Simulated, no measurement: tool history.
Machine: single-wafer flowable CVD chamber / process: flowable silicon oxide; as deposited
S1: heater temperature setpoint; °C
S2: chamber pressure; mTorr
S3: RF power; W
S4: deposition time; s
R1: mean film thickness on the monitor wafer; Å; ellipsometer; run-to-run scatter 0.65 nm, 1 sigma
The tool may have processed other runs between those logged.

run 1 hour=0.0 | S1=110 S2=879 S3=2445 S4=463 | R1=2401.6
run 2 hour=1.6 | S1=111 S2=879 S3=2445 S4=463 | R1=2312.6
run 3 hour=6.9 | S1=112 S2=879 S3=2445 S4=463 | R1=2229.9
run 4 hour=13.6 | S1=113 S2=879 S3=2445 S4=463 | R1=2159.0
run 5 hour=14.6 | S1=103 S2=879 S3=2445 S4=463 | R1=3108.4
run 6 hour=17.3 | S1=94 S2=879 S3=2445 S4=463 | R1=4377.8
run 7 hour=19.4 | S1=99 S2=877 S3=2445 S4=463 | R1=3590.9
run 8 hour=27.3 | S1=103 S2=876 S3=2445 S4=463 | R1=3099.0
run 9 hour=31.2 | S1=106 S2=875 S3=2445 S4=463 | R1=2766.9
run 10 hour=35.9 | S1=108 S2=874 S3=2445 S4=463 | R1=2558.6
run 11 hour=41.3 | S1=110 S2=874 S3=2445 S4=463 | R1=2382.9

The next listed run, before its measurement:
run 12 hour=46.0 | S1=115 S2=872 S3=2445 S4=463 | R1=?

R1: 1983.9 Å
